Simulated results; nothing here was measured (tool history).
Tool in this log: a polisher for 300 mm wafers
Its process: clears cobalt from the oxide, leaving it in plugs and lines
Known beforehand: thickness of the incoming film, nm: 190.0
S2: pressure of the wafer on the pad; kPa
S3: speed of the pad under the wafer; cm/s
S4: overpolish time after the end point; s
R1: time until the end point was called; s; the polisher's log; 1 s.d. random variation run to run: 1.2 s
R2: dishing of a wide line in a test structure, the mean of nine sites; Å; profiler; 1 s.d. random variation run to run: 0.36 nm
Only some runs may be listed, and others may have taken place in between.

Run 1, hour 0.0: flow of slurry (ml/min) 235, S2 11.0 kPa, S3 92 cm/s, S4 14 s. Result: R1 46.604 s, R2 323.84 Å.
Run 2, hour 7.0: flow of slurry (ml/min) 235, S2 11.0 kPa, S3 106 cm/s, S4 14 s. Result: R1 42.274 s, R2 352.56 Å.
Run 3, hour 9.2: flow of slurry (ml/min) 235, S2 13.8 kPa, S3 106 cm/s, S4 14 s. Result: R1 35.241 s, R2 392.43 Å.
Run 4, hour 16.5: flow of slurry (ml/min) 200, S2 13.8 kPa, S3 106 cm/s, S4 14 s. Result: R1 36.310 s, R2 392.46 Å.
Run 5, hour 17.5: flow of slurry (ml/min) 200, S2 13.1 kPa, S3 102 cm/s, S4 14 s. Result: R1 39.377 s, R2 368.37 Å.
Run 6, hour 23.3: flow of slurry (ml/min) 200, S2 12.4 kPa, S3 100 cm/s, S4 14 s. Result: R1 41.908 s, R2 366.56 Å.
Run 7, hour 30.0: flow of slurry (ml/min) 200, S2 11.7 kPa, S3 98 cm/s, S4 14 s. Result: R1 43.628 s, R2 355.53 Å.

Run 8 has not been measured yet. What should we expect?
Run 8, hour 34.9: flow of slurry (ml/min) 200, S2 11.0 kPa, S3 94 cm/s, S4 14 s. Result: R1 ?, R2 ?.

{"run 8": {"R1": 47.065, "R2": 332.86}}

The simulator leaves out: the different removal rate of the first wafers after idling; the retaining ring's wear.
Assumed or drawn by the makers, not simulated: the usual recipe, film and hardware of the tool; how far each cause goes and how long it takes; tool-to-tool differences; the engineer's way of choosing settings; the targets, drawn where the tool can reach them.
